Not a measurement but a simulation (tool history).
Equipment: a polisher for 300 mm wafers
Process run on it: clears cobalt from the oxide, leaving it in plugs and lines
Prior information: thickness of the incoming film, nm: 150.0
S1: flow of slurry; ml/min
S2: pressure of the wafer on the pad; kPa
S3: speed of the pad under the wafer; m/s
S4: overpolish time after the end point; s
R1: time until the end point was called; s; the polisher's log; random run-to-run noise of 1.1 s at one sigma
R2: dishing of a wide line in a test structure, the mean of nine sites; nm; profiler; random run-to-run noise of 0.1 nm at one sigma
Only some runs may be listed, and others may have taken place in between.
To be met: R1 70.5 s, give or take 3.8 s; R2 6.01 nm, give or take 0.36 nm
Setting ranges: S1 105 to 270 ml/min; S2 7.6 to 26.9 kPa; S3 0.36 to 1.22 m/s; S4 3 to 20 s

run	day	S1	S2	S3	S4	R1	R2
1	0	175	17.2	0.78	10	34.558	31.246
2	0.292	175	14.5	0.78	10	40.868	27.718
3	0.4	170	12.4	0.68	8	53.159	19.248
4	0.562	170	8.3	0.68	8	77.296	13.642
5	0.596	160	8.3	0.66	6	82.569	10.137
6	0.729	160	8.3	0.84	6	65.24	12.624
7	1.054	145	8.3	0.82	5	66.348	10.289
8	1.117	130	8.3	0.8	4	70.516	7.8761
9	1.333	120	8.3	0.8	4	70.041	7.5423
10	1.488	115	8.3	0.8	4	70.61	7.8589
11	1.75	110	8.3	0.8	4	72.624	7.5807
12	1.85	105	7.6	0.82	3	77.792	5.5539

5 candidate next runs follow, results not yet known. Just one meets every target within its allowed miss. Identify it.
A	1.95	105	8.3	0.7	3	?	?
B	1.95	110	7.6	0.68	4	?	?
C	1.95	105	7.6	0.76	3	?	?
D	1.95	105	7.6	0.88	3	?	?
E	1.95	110	8.3	0.72	3	?	?

move	R1	R2
A	81.179	5.1505
B	89.869	6.152
C	81.585	5.1259
D	71.106	5.8443
E	78.554	5.315
A: the biggest miss grows against the last run
B: the biggest miss grows against the last run
C: the biggest miss grows against the last run
D: all results in spec
E: the biggest miss grows against the last run
Correct choice: D, which meets every target
